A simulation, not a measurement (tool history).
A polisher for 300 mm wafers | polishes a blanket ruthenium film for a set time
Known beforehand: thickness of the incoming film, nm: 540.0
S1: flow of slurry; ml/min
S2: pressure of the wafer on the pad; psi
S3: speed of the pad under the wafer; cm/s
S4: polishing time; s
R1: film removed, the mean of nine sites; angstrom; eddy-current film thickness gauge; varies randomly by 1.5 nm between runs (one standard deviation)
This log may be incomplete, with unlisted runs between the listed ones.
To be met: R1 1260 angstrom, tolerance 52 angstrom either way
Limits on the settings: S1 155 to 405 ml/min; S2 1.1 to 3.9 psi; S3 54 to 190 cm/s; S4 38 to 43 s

run 1 hour=0 | S1=260 S2=2.5 S3=122 S4=43 | R1=663.58
run 2 hour=2.7 | S1=225 S2=2.5 S3=122 S4=43 | R1=662.05
run 3 hour=3.5 | S1=225 S2=2.9 S3=126 S4=43 | R1=800.29
run 4 hour=11.5 | S1=225 S2=2.9 S3=136 S4=43 | R1=842
run 5 hour=16.2 | S1=200 S2=2.9 S3=136 S4=43 | R1=822.62
run 6 hour=17.8 | S1=200 S2=2.9 S3=136 S4=38 | R1=721.41
run 7 hour=25.5 | S1=200 S2=3.6 S3=158 S4=39 | R1=1072.3
run 8 hour=26.8 | S1=200 S2=3.6 S3=158 S4=39 | R1=1076.8

Below are 5 possible settings for the next run. Only one of them brings all results inside the allowed miss of their targets. Which is it?
run A hour=28.1 | S1=160 S2=3.8 S3=190 S4=42 | R1=?
run B hour=28.1 | S1=155 S2=3.6 S3=142 S4=38 | R1=?
run C hour=28.1 | S1=195 S2=3.8 S3=164 S4=38 | R1=?
run D hour=28.1 | S1=155 S2=3.6 S3=190 S4=40 | R1=?
run E hour=28.1 | S1=190 S2=3.2 S3=160 S4=38 | R1=?

move=A R1=1416.1
move=B R1=908.17
move=C R1=1149.2
move=D R1=1270.8
move=E R1=944.25
A: the result that was furthest off in the last run now lies on the other side of its target
B: the biggest miss grows against the last run
C: closer than the last run, but not yet in spec
D: all results in spec
E: the biggest miss grows against the last run
Answer: D
